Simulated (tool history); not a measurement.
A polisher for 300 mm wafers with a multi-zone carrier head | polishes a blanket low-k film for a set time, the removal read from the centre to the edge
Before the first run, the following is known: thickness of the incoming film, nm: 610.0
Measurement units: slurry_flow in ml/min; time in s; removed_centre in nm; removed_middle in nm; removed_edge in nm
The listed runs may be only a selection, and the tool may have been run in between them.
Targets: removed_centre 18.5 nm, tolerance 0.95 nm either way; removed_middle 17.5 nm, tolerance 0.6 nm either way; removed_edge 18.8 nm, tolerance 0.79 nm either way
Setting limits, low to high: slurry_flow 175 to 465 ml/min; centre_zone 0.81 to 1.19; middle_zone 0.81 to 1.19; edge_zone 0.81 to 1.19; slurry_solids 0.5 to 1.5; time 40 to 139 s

run  hour  slurry_flow  centre_zone  middle_zone  edge_zone  slurry_solids  time  removed_centre  removed_middle  removed_edge
  1     0          295            1            1          1              1    89          30.024          29.095        30.139
  2   1.8          295         0.98         0.97       0.97           0.85    83          25.294          24.253        25.866
  3     9          270         0.98         0.97       0.97           0.85    83          25.678           24.47        25.358
  4  10.3          270         0.98         0.97       0.91           0.85    83          25.447          24.744        24.753
  5  19.3          265         0.96         0.94        0.9           0.75    81          22.892          21.772        22.967
  6  20.4          265         0.96         0.94        0.9           0.55    81          20.279          19.219        20.121
  7  28.5          265         0.95         0.93       0.89           0.55    80          19.079          18.992        19.132
  8  36.3          265         0.95         0.91       0.89           0.55    80           19.22          18.558        19.072
  9  41.3          265         0.95         0.89        0.9           0.55    80          19.581          17.835        19.078
 10  42.4          265         0.94         0.89        0.9           0.55    80          18.589          18.253        19.786

Exactly one of the 5 candidate moves below puts every result within its allowed miss. Which one?
  A  43.5          300         0.96         1.01       0.87            0.5    83               ?               ?             ?
  B  43.5          305         0.93          0.9       0.83            0.5    85               ?               ?             ?
  C  43.5          260         1.02         0.86        0.9           0.55    80               ?               ?             ?
  D  43.5          320         0.97         0.98       0.94           0.55    75               ?               ?             ?
  E  43.5          295         0.95          0.9       0.92           0.75    66               ?               ?             ?

move  removed_centre  removed_middle  removed_edge
   A          19.821          20.228        19.404
   B          19.682          18.845        19.513
   C           20.81          17.512        19.635
   D          19.046          18.741        19.089
   E          18.665          17.494        18.999
A: lands further from the targets than the last run did
B: lands further from the targets than the last run did
C: brings the result that was furthest off to its target, and leaves another outside
D: lands further from the targets than the last run did
E: every result within its allowed miss
The right move is E.

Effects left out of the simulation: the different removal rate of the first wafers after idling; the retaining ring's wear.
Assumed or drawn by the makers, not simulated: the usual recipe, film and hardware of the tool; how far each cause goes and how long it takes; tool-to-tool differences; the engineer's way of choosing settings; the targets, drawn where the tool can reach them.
